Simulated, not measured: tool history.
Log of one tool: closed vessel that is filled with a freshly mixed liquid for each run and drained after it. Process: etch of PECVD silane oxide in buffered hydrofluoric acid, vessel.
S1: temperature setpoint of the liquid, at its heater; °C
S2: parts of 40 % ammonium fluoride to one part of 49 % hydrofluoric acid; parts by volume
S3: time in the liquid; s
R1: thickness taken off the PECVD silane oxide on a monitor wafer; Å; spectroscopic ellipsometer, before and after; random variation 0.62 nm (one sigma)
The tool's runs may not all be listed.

{"run": 1, "hour": 0.0, "S1": 23, "S2": 14.5, "S3": 100, "R1": 1909.4}
{"run": 2, "hour": 5.9, "S1": 22.5, "S2": 14.5, "S3": 100, "R1": 1858.7}
{"run": 3, "hour": 15.1, "S1": 22.5, "S2": 14.5, "S3": 110, "R1": 2030.3}
{"run": 4, "hour": 19.0, "S1": 22, "S2": 14.5, "S3": 110, "R1": 1995.2}
{"run": 5, "hour": 22.4, "S1": 21.5, "S2": 14.5, "S3": 110, "R1": 1930.2}
{"run": 6, "hour": 30.3, "S1": 21.5, "S2": 10.5, "S3": 110, "R1": 2651.8}
{"run": 7, "hour": 37.2, "S1": 21, "S2": 11, "S3": 110, "R1": 2475.1}
{"run": 8, "hour": 44.9, "S1": 20.5, "S2": 11.5, "S3": 110, "R1": 2308}
{"run": 9, "hour": 48.3, "S1": 20, "S2": 12, "S3": 110, "R1": 2141.9}
{"run": 10, "hour": 53.7, "S1": 19.5, "S2": 12, "S3": 110, "R1": 2071.9}

Estimate the outcome of run 11 from the log above:
{"run": 11, "hour": 60.8, "S1": 17, "S2": 14, "S3": 110, "R1": "?"}

{"run 11": {"R1": 1544.5}}
